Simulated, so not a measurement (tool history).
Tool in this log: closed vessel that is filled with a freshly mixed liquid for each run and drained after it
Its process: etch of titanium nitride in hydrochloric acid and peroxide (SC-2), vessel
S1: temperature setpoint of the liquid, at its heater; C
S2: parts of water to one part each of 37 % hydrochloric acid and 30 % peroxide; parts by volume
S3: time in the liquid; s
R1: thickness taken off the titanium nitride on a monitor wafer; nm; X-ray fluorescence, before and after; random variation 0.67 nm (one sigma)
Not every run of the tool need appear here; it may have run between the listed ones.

run	hour	S1	S2	S3	R1
1	0.0	49.0	6.5	685	27.185
2	2.7	43.0	6.5	685	18.322
3	9.0	49.0	6.5	685	27.309
4	15.6	52.5	6.5	685	35.294
5	19.7	47.0	6.5	685	24.190
6	27.2	41.5	6.5	685	16.396
7	31.4	46.5	6.5	685	23.532
8	38.1	50.5	6.5	685	30.263
9	42.4	53.5	6.5	685	37.049
10	50.6	53.5	6.5	685	36.568

Run 11, settings as shown, results not yet in. Your forecast:
11	53.3	56.0	6.5	685	?

Run 11 came out at R1 43.627 nm.
